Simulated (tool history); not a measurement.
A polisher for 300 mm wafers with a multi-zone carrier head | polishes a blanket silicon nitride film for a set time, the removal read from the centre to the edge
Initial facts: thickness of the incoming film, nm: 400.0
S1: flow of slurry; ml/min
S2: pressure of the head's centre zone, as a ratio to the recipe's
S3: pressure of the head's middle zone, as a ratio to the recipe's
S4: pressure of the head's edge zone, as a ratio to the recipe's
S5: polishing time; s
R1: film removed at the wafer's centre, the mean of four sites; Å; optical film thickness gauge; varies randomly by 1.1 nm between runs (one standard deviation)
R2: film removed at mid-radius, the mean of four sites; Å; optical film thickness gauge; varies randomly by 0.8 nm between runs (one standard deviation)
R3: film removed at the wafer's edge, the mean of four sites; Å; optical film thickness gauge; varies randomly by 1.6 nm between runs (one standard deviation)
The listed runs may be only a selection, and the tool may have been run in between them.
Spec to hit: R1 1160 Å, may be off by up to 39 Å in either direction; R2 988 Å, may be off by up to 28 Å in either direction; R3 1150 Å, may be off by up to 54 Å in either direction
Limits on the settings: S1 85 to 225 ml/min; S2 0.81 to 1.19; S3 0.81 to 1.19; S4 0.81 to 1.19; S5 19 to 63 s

run  hour   S1    S2    S3    S4  S5      R1      R2      R3
  1     0  145     1     1     1  41  910.19  888.45  873.18
  2   3.7  145     1     1  0.97  41  898.92  881.88  862.16
  3   5.3  150     1  0.99  0.99  42  934.32  888.28  892.74
  4     8  150     1  0.99  0.99  52  1149.2  1126.6  1097.4
  5    12  145     1  0.98     1  52  1158.4  1109.5  1115.4
  6    13  145  1.04  0.98     1  52  1199.9  1103.3  1130.3
  7  21.3  140  1.04  0.97  1.01  52  1160.6  1090.4    1130
  8  28.1  140  1.04  0.97  1.01  52  1193.4  1085.2  1127.1

5 next moves are on the table. One of them brings every result within its allowed miss. Which?
  A  34.9  155  1.05  1.13   0.9  52   ?   ?   ?
  B  34.9  120  1.01  1.03  1.02  54   ?   ?   ?
  C  34.9  140  1.01  0.83  1.04  53   ?   ?   ?
  D  34.9  140  1.04  0.98  1.01  51   ?   ?   ?
  E  34.9  130  1.02  0.97   1.1  51   ?   ?   ?

move      R1      R2      R3
   A  1191.7    1251  1056.1
   B  1131.3  1158.8  1129.3
   C  1144.1  998.36  1143.4
   D  1134.9  1083.6  1082.7
   E  1096.7  1061.7  1119.4
A: the biggest miss grows against the last run
B: the biggest miss grows against the last run
C: all results in spec
D: no better and no worse than the last run
E: moves toward the targets from the last run without getting all of them in spec
Move C is the one to make.
